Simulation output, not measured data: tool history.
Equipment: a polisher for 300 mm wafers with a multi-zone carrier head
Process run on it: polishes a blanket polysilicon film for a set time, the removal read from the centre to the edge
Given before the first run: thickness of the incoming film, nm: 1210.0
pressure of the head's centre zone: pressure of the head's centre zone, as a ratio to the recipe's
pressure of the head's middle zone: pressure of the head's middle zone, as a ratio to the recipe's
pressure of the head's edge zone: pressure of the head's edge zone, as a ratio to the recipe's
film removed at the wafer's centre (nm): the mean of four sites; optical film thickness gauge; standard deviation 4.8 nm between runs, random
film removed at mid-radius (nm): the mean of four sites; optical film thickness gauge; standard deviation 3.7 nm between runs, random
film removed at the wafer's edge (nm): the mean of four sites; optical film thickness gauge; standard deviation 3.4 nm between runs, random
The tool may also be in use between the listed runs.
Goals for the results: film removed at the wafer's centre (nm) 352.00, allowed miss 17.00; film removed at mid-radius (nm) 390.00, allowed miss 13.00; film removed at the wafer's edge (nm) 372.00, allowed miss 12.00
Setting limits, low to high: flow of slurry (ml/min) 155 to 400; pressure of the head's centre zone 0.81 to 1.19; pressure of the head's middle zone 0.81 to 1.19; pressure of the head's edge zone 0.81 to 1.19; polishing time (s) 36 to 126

run,hour,flow of slurry (ml/min),pressure of the head's centre zone,pressure of the head's middle zone,pressure of the head's edge zone,polishing time (s),film removed at the wafer's centre (nm),film removed at mid-radius (nm),film removed at the wafer's edge (nm)
1,0.0,255,1.00,1.00,1.00,81,431.04,444.72,449.33
2,6.0,255,1.00,0.93,1.00,81,440.94,406.89,433.91
3,13.1,205,1.00,0.93,1.00,81,432.21,408.35,435.25
4,15.1,205,1.00,0.98,1.00,81,422.55,424.09,432.51
5,17.7,200,0.98,0.98,0.97,80,413.33,419.61,424.73
6,26.1,200,0.96,0.99,0.95,78,391.33,406.24,410.23
7,33.1,200,0.96,0.99,0.95,78,393.16,404.79,406.63
8,39.2,200,0.94,1.00,0.93,77,387.37,409.60,404.39
9,46.7,195,0.93,1.00,0.92,76,362.40,395.21,391.51
10,54.7,195,0.93,1.00,0.90,76,376.12,397.79,386.36
11,61.5,195,0.92,1.00,0.89,76,361.14,401.79,382.82
12,65.9,190,0.91,0.99,0.88,76,358.79,393.98,390.15

Of the 4 settings listed for the next run, only one would bring every result within its allowed miss of target. Which one?
A,70.3,175,0.87,0.92,0.88,79,?,?,?
B,70.3,160,0.89,0.96,0.96,81,?,?,?
C,70.3,215,0.92,1.02,0.89,72,?,?,?
D,70.3,230,0.83,0.91,0.84,77,?,?,?

move,film removed at the wafer's centre (nm),film removed at mid-radius (nm),film removed at the wafer's edge (nm)
A,351.39,382.31,397.32
B,361.02,398.56,414.51
C,353.00,393.75,372.80
D,343.81,386.66,394.23
A: further off than the last run
B: further off than the last run
C: all results in spec
D: further off than the last run
C meets every target.

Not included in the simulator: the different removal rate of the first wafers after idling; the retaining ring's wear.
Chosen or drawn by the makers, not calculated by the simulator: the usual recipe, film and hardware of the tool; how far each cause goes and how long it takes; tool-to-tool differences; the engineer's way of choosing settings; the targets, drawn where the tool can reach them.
